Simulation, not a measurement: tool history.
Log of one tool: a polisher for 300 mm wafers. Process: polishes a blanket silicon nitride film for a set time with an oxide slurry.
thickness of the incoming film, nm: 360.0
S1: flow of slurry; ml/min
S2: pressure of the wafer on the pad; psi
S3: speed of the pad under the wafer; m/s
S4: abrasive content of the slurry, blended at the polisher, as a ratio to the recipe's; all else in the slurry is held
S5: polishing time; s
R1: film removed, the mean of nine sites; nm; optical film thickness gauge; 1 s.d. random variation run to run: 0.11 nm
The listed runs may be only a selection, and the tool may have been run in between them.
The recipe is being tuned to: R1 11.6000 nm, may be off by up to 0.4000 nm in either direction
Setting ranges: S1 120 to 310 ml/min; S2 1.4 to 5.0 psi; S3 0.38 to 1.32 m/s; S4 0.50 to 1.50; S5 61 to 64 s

{"run": 1, "hour": 0.0, "S1": 200, "S2": 3.2, "S3": 0.84, "S4": 1.0, "S5": 61, "R1": 24.096}
{"run": 2, "hour": 0.9, "S1": 200, "S2": 3.2, "S3": 0.84, "S4": 1.0, "S5": 64, "R1": 25.357}
{"run": 3, "hour": 2.1, "S1": 240, "S2": 3.2, "S3": 0.84, "S4": 1.0, "S5": 64, "R1": 25.764}
{"run": 4, "hour": 6.9, "S1": 240, "S2": 3.2, "S3": 0.84, "S4": 1.0, "S5": 61, "R1": 24.18}
{"run": 5, "hour": 15.4, "S1": 270, "S2": 3.2, "S3": 0.84, "S4": 1.0, "S5": 61, "R1": 24.442}
{"run": 6, "hour": 24.2, "S1": 300, "S2": 3.2, "S3": 0.84, "S4": 1.0, "S5": 61, "R1": 25.086}
{"run": 7, "hour": 27.6, "S1": 300, "S2": 2.8, "S3": 0.8, "S4": 1.0, "S5": 61, "R1": 21.124}
{"run": 8, "hour": 29.2, "S1": 300, "S2": 2.5, "S3": 0.76, "S4": 1.0, "S5": 61, "R1": 19.146}
{"run": 9, "hour": 33.3, "S1": 300, "S2": 2.3, "S3": 0.72, "S4": 1.0, "S5": 61, "R1": 16.977}
{"run": 10, "hour": 36.3, "S1": 300, "S2": 2.1, "S3": 0.7, "S4": 1.0, "S5": 61, "R1": 15.374}
{"run": 11, "hour": 42.5, "S1": 295, "S2": 1.9, "S3": 0.7, "S4": 1.0, "S5": 61, "R1": 14.337}
{"run": 12, "hour": 47.6, "S1": 290, "S2": 1.8, "S3": 0.7, "S4": 1.0, "S5": 61, "R1": 13.773}
{"run": 13, "hour": 56.4, "S1": 280, "S2": 1.7, "S3": 0.7, "S4": 1.0, "S5": 61, "R1": 12.859}
{"run": 14, "hour": 57.0, "S1": 270, "S2": 1.7, "S3": 0.7, "S4": 1.0, "S5": 61, "R1": 13.286}
{"run": 15, "hour": 62.6, "S1": 270, "S2": 1.4, "S3": 0.64, "S4": 1.0, "S5": 61, "R1": 10.436}
{"run": 16, "hour": 69.2, "S1": 275, "S2": 1.4, "S3": 0.64, "S4": 1.0, "S5": 61, "R1": 10.548}
{"run": 17, "hour": 77.2, "S1": 280, "S2": 1.4, "S3": 0.64, "S4": 1.0, "S5": 61, "R1": 10.583}
{"run": 18, "hour": 84.9, "S1": 285, "S2": 1.4, "S3": 0.64, "S4": 1.0, "S5": 61, "R1": 10.725}
{"run": 19, "hour": 87.7, "S1": 290, "S2": 1.4, "S3": 0.64, "S4": 1.0, "S5": 61, "R1": 10.594}
{"run": 20, "hour": 93.3, "S1": 290, "S2": 1.5, "S3": 0.64, "S4": 1.0, "S5": 61, "R1": 10.937}

Which one of the following 5 next-run settings gets every result inside its allowed miss? There is exactly one.
{"run": "A", "hour": 98.9, "S1": 280, "S2": 1.5, "S3": 0.6, "S4": 0.85, "S5": 63, "R1": "?"}
{"run": "B", "hour": 98.9, "S1": 300, "S2": 1.4, "S3": 0.64, "S4": 0.95, "S5": 62, "R1": "?"}
{"run": "C", "hour": 98.9, "S1": 310, "S2": 1.7, "S3": 0.6, "S4": 0.95, "S5": 63, "R1": "?"}
{"run": "D", "hour": 98.9, "S1": 240, "S2": 1.7, "S3": 0.66, "S4": 0.7, "S5": 64, "R1": "?"}
{"run": "E", "hour": 98.9, "S1": 290, "S2": 1.5, "S3": 0.5, "S4": 1.05, "S5": 62, "R1": "?"}

move=A R1=9.9863
move=B R1=10.4840
move=C R1=11.6650
move=D R1=10.6290
move=E R1=9.4434
A: the biggest miss grows against the last run
B: the biggest miss grows against the last run
C: meets every target
D: the biggest miss grows against the last run
E: the biggest miss grows against the last run
The move that meets every target is C.
